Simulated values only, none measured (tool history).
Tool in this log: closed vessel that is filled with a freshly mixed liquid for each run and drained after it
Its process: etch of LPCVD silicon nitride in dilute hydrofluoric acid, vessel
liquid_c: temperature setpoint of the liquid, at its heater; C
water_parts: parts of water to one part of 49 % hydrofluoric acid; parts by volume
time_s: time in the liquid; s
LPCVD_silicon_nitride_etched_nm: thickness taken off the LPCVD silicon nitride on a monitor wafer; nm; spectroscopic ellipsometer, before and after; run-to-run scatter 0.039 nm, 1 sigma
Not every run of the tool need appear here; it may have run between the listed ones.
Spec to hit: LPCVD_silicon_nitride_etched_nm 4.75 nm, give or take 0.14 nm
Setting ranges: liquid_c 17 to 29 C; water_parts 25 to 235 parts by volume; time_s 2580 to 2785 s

run,hour,liquid_c,water_parts,time_s,LPCVD_silicon_nitride_etched_nm
1,0,21,130,2580,7.6467
2,8.7,22,130,2580,8.0744
3,9.6,22,100,2580,10.319
4,14.1,21,110,2580,8.9813
5,18.9,20.5,120,2580,7.883
6,20.6,20.5,120,2785,8.5868
7,21.8,20,125,2785,8.0708
8,23.1,19.5,130,2785,7.4268
9,30.3,19,135,2785,6.9341

4 candidate next runs follow, results not yet known. Just one meets every target within its allowed miss. Identify it.
A,37.5,21,80,2785,?
B,37.5,17,175,2595,?
C,37.5,17,160,2605,?
D,37.5,21,125,2595,?

move,LPCVD_silicon_nitride_etched_nm
A,13.226
B,4.3867
C,4.7999
D,7.9628
A: the biggest miss grows against the last run
B: moves the result that the last run missed by most past its target, out the other side
C: all results land within tolerance of their targets
D: the biggest miss grows against the last run
Move C is the one to make.
